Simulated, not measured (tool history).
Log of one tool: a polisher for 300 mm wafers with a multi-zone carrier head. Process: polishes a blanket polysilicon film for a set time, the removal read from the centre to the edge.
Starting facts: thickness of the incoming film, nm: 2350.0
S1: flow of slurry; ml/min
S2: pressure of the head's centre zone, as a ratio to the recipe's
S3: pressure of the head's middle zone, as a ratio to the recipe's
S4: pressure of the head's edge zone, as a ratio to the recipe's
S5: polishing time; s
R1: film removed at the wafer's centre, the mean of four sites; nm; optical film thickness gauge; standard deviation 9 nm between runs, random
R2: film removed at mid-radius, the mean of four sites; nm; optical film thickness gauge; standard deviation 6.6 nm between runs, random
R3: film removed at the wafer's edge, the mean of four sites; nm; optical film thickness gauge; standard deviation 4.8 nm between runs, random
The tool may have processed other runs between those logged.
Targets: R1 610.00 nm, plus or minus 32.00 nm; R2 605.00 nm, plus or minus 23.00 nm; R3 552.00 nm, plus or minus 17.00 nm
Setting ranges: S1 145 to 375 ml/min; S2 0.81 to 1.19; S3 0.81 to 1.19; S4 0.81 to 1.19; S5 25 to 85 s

run  hour   S1    S2    S3    S4  S5      R1      R2      R3
  1   0.0  240  1.00  1.00  1.00  55  412.17  412.32  422.10
  2   8.0  245  1.02  1.02  1.01  57  433.86  431.57  442.63
  3  15.1  250  1.04  1.04  1.00  59  454.93  453.97  457.97
  4  17.8  215  1.04  1.04  1.00  59  451.04  450.34  441.06
  5  26.3  220  1.05  1.06  1.00  61  465.85  471.84  458.31
  6  29.3  220  1.05  1.06  1.06  61  468.69  476.54  474.16
  7  37.7  225  1.07  1.08  1.06  62  485.61  489.36  484.24
  8  42.7  230  1.08  1.09  1.06  63  510.91  511.06  499.35
  9  46.8  240  1.09  1.10  1.06  63  514.09  508.12  486.98
 10  53.0  245  1.10  1.11  1.07  64  519.23  516.81  513.51
 11  61.8  280  1.19  1.19  0.97  69  639.05  600.70  525.83
 12  63.6  280  1.18  1.19  0.98  69  603.42  596.05  527.36
 13  71.6  280  1.18  1.19  0.99  69  616.76  604.20  531.49

Exactly one of the 5 candidate moves below puts every result within its allowed miss. Which one?
  A  79.6  375  1.16  1.19  1.07  67   ?   ?   ?
  B  79.6  300  1.19  1.19  0.96  66   ?   ?   ?
  C  79.6  220  1.19  1.19  0.81  74   ?   ?   ?
  D  79.6  315  1.08  1.18  1.02  66   ?   ?   ?
  E  79.6  275  1.19  1.16  0.85  71   ?   ?   ?

move      R1      R2      R3
   A  614.80  596.60  543.72
   B  606.80  576.12  500.36
   C  653.48  622.94  505.18
   D  557.34  575.42  517.10
   E  646.16  602.48  505.63
A: each result inside its tolerance
B: further off than the last run
C: further off than the last run
D: further off than the last run
E: further off than the last run
The move that meets every target is A.
